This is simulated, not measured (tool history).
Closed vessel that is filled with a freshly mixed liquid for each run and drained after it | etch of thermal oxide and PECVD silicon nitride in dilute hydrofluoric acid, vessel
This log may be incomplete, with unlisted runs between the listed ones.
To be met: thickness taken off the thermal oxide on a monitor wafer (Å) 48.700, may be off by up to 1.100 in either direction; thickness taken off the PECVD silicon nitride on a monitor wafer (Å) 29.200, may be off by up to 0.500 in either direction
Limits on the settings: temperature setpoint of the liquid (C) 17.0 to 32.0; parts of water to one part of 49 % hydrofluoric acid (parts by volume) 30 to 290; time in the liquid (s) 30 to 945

run,hour,temperature setpoint of the liquid (C),parts of water to one part of 49 % hydrofluoric acid (parts by volume),time in the liquid (s),thickness taken off the thermal oxide on a monitor wafer (Å),thickness taken off the PECVD silicon nitride on a monitor wafer (Å)
1,0.0,24.0,160,480,122.310,63.571
2,7.6,23.5,200,495,95.573,50.809
3,16.8,23.5,230,485,78.090,43.893
4,21.3,23.0,250,480,68.897,38.475
5,26.5,23.0,195,480,92.646,49.235
6,29.9,22.5,225,485,78.094,41.871
7,31.0,22.5,245,470,68.218,37.176
8,34.0,23.0,260,450,61.654,35.068
9,41.8,23.0,290,435,51.737,30.075
10,45.6,23.5,290,420,51.372,30.095
11,53.5,24.5,290,375,47.437,28.855

Exactly one of the 5 candidate moves below puts every result within its allowed miss. Which one?
A,61.4,25.5,285,365,?,?
B,61.4,24.0,290,395,?,?
C,61.4,25.0,290,350,?,?
D,61.4,21.5,290,460,?,?
E,61.4,26.5,290,335,?,?

move,thickness taken off the thermal oxide on a monitor wafer (Å),thickness taken off the PECVD silicon nitride on a monitor wafer (Å)
A,48.693,29.879
B,48.917,29.009
C,44.876,27.319
D,52.131,28.932
E,45.213,28.618
A: gets the furthest-off result to its target, but another result is out of tolerance
B: all results in spec
C: moves away from the targets compared with the last run
D: carries the result that was furthest off beyond its target, to the other side
E: moves away from the targets compared with the last run
B meets every target.
